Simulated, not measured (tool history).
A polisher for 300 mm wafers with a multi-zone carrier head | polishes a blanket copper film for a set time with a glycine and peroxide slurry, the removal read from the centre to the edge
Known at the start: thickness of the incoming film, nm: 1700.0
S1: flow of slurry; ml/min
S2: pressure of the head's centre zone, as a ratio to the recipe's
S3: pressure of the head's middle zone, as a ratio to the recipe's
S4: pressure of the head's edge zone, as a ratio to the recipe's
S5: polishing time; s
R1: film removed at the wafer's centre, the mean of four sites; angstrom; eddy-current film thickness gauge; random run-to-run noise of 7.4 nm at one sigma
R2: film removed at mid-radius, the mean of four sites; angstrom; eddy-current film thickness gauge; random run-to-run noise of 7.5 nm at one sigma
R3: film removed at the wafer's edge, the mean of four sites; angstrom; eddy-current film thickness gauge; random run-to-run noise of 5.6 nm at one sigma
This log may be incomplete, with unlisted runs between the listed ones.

run,hour,S1,S2,S3,S4,S5,R1,R2,R3
1,0,230,1,1,1,75,4859.5,5022.6,5008.4
2,3.5,230,0.93,1,1,75,4693,5011.1,5053.5
3,11.1,230,0.93,1,1,63,3913.6,4260.6,4169.2
4,16.4,275,0.93,1,1,63,4054.5,4287.6,4308.9
5,24.6,280,0.95,1.02,1.02,67,4448.2,4699.3,4597.2
# hour 26: slurry nozzle cleaned
6,26,280,0.95,1.02,0.94,67,4578.8,4883,4627.5
7,34.8,285,0.95,1.02,0.94,71,4796.1,5072,4804.5

Run 8 has not been measured yet. What should we expect?
8,38.4,285,0.95,1.02,0.96,74,?,?,?

R1: 5025 angstrom
R2: 5287.5 angstrom
R3: 5122.1 angstrom
